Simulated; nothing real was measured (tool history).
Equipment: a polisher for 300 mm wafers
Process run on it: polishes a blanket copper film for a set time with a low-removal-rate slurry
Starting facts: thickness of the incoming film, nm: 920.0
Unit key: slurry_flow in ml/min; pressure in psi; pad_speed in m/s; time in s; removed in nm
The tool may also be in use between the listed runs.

{"run": 1, "hour": 0.0, "slurry_flow": 230, "pressure": 3.4, "pad_speed": 1.34, "slurry_solids": 1.0, "time": 52, "removed": 200.58}
{"run": 2, "hour": 8.9, "slurry_flow": 230, "pressure": 3.0, "pad_speed": 1.32, "slurry_solids": 1.0, "time": 52, "removed": 175.03}
{"run": 3, "hour": 15.3, "slurry_flow": 230, "pressure": 2.7, "pad_speed": 1.32, "slurry_solids": 1.0, "time": 52, "removed": 163.41}
{"run": 4, "hour": 20.0, "slurry_flow": 230, "pressure": 2.3, "pad_speed": 1.32, "slurry_solids": 1.0, "time": 52, "removed": 142.71}
{"run": 5, "hour": 29.1, "slurry_flow": 230, "pressure": 2.3, "pad_speed": 1.0, "slurry_solids": 1.0, "time": 52, "removed": 111.95}
{"run": 6, "hour": 37.2, "slurry_flow": 210, "pressure": 2.3, "pad_speed": 1.0, "slurry_solids": 1.0, "time": 52, "removed": 108.45}

The next listed run, before its measurement:
{"run": 7, "hour": 40.7, "slurry_flow": 220, "pressure": 2.4, "pad_speed": 1.0, "slurry_solids": 1.0, "time": 52, "removed": "?"}

{"run 7": {"removed": 112.72}}
